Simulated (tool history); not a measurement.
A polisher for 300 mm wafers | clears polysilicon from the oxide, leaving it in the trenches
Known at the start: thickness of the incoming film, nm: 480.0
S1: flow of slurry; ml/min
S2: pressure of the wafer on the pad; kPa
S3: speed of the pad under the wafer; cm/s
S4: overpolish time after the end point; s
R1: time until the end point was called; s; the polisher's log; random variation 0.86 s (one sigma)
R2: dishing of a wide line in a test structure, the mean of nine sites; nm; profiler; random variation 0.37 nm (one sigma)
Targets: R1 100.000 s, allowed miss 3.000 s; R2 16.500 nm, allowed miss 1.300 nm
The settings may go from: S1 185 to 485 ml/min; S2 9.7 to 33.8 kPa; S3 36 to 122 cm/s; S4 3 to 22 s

run,hour,S1,S2,S3,S4,R1,R2
1,0.0,310,21.4,78,11,39.206,57.493
2,2.9,310,16.5,78,11,47.658,53.145
3,8.8,310,15.2,72,10,54.722,48.569
4,11.4,335,14.5,66,9,60.623,42.016
5,19.6,335,14.5,52,9,76.032,39.517
6,27.6,260,14.5,52,9,77.768,39.078
# hour 29.6: head pressure recalibrated
7,29.6,295,13.8,50,8,78.867,34.485
8,34.3,285,13.8,48,7,81.778,30.905
9,35.6,270,13.8,46,6,84.570,25.379
10,40.3,260,13.1,46,6,87.686,26.031
11,43.5,350,11.0,36,3,118.900,10.788
12,50.5,340,11.7,36,3,114.870,11.246
13,59.6,340,11.7,36,3,114.380,10.876
14,68.2,325,11.7,36,3,114.380,11.383
15,75.2,310,11.7,36,3,114.940,10.976
16,77.7,305,12.4,36,3,110.040,11.046
17,85.5,295,12.4,36,3,111.910,11.258
18,87.0,290,12.4,36,3,112.650,11.619
19,92.0,285,12.4,36,3,113.110,11.630
20,93.5,280,12.4,36,3,111.630,11.959
21,96.3,275,12.4,36,3,111.270,11.015

5 next moves are on the table. One of them brings every result within its allowed miss. Which?
A,99.1,390,11.7,46,3,?,?
B,99.1,210,12.4,40,5,?,?
C,99.1,315,14.5,36,3,?,?
D,99.1,320,12.4,40,4,?,?
E,99.1,185,10.3,50,3,?,?

move,R1,R2
A,92.361,13.988
B,105.860,19.346
C,99.521,13.086
D,101.610,16.559
E,100.390,12.984
A: nearer than the last run, and not there yet
B: takes the result that was furthest off past its target
C: nearer than the last run, and not there yet
D: meets every target
E: nearer than the last run, and not there yet
The right move is D.
